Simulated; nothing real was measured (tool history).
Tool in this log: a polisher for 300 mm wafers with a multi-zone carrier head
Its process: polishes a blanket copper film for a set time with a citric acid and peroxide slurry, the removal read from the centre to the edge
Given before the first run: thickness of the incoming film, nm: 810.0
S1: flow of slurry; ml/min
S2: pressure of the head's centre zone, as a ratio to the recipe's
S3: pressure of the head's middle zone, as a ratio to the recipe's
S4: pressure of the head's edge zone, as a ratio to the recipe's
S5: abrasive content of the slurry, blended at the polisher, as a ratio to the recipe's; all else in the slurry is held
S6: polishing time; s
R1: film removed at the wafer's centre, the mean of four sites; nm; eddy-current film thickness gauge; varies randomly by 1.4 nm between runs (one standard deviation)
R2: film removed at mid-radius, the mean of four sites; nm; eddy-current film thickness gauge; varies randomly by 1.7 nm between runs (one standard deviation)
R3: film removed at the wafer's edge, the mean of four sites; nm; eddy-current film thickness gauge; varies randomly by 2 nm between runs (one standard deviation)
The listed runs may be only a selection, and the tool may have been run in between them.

run	day	S1	S2	S3	S4	S5	S6	R1	R2	R3
1	0	290	1	1	1	1	66	198.35	198.4	192.06
2	0.112	290	1	1	0.95	1	66	197.66	197.33	189.84
3	0.454	290	1	1	0.95	1.1	66	198.73	194.19	193.29
4	0.508	290	1	0.98	0.94	1.1	63	194.35	189.07	189.18
5	0.638	290	1	0.98	0.94	1.05	63	192.34	185.24	183.73
6	0.808	290	0.96	0.98	0.94	1.05	63	185.32	182.11	176.69
7	0.867	285	0.96	0.96	0.95	1.05	60	179.33	174.42	170.04
8	1.212	285	0.96	0.94	0.96	1.1	57	169.63	159.98	168.62
9	1.404	285	0.96	0.92	0.95	1.1	56	168.61	153.64	170.64

Run 10, settings as shown, results not yet in. Your forecast:
10	1.717	285	1.02	0.89	0.91	0.85	48	?	?	?

{"run 10": {"R1": 141.68, "R2": 122.22, "R3": 127.94}}
